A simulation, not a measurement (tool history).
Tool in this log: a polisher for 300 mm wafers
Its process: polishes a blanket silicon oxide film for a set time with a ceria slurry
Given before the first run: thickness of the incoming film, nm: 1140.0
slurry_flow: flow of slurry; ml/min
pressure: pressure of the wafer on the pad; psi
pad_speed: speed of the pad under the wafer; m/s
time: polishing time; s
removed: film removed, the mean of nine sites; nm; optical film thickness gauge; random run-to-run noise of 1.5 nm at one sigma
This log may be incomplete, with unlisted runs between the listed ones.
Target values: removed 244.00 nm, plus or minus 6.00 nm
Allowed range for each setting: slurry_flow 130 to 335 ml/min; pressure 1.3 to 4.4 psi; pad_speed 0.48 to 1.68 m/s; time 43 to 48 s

run 1 day=0.000 | slurry_flow=215 pressure=2.8 pad_speed=1.08 time=48 | removed=183.74
run 2 day=0.312 | slurry_flow=190 pressure=2.8 pad_speed=1.08 time=48 | removed=180.70
run 3 day=0.400 | slurry_flow=205 pressure=3.0 pad_speed=1.08 time=48 | removed=197.38
run 4 day=0.621 | slurry_flow=205 pressure=3.0 pad_speed=0.84 time=48 | removed=153.25
run 5 day=0.896 | slurry_flow=205 pressure=3.5 pad_speed=0.84 time=48 | removed=178.42
run 6 day=1.092 | slurry_flow=205 pressure=3.5 pad_speed=0.84 time=48 | removed=177.48
run 7 day=1.283 | slurry_flow=215 pressure=3.8 pad_speed=0.84 time=48 | removed=195.12
run 8 day=1.617 | slurry_flow=220 pressure=4.0 pad_speed=0.86 time=48 | removed=211.60

Which of these 4 next moves meets every target?
run A day=1.950 | slurry_flow=315 pressure=4.4 pad_speed=0.88 time=48 | removed=?
run B day=1.950 | slurry_flow=230 pressure=4.2 pad_speed=1.12 time=44 | removed=?
run C day=1.950 | slurry_flow=240 pressure=4.3 pad_speed=1.00 time=48 | removed=?
run D day=1.950 | slurry_flow=235 pressure=4.2 pad_speed=1.02 time=48 | removed=?

move=A removed=243.98
move=B removed=262.63
move=C removed=263.73
move=D removed=262.19
A: all results land within tolerance of their targets
B: pushes the last run's worst result past its target
C: pushes the last run's worst result past its target
D: pushes the last run's worst result past its target
The right move is A.
